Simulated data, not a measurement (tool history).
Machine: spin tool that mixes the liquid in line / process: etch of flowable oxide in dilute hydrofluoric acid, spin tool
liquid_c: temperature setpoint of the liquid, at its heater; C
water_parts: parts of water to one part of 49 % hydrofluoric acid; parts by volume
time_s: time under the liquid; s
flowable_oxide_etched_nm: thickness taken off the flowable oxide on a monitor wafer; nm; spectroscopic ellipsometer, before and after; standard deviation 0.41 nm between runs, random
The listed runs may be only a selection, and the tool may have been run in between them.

| run | hour | liquid_c | water_parts | time_s | flowable_oxide_etched_nm |
|---|---|---|---|---|---|
| 1 | 0 | 21 | 70 | 165 | 70.019 |
| 2 | 1.4 | 22 | 70 | 165 | 73.099 |
| 3 | 7.4 | 22 | 70 | 165 | 72.783 |
| 4 | 11.6 | 23 | 70 | 165 | 76.229 |
| 5 | 16.9 | 23 | 55 | 165 | 99.602 |
| 6 | 25.3 | 23 | 55 | 165 | 99.79 |
| 7 | 31.4 | 22.5 | 55 | 165 | 96.952 |

What will run 8 give?
| 8 | 36 | 21.5 | 55 | 165 | ? |

Logged for run 8: flowable_oxide_etched_nm 93.321 nm.

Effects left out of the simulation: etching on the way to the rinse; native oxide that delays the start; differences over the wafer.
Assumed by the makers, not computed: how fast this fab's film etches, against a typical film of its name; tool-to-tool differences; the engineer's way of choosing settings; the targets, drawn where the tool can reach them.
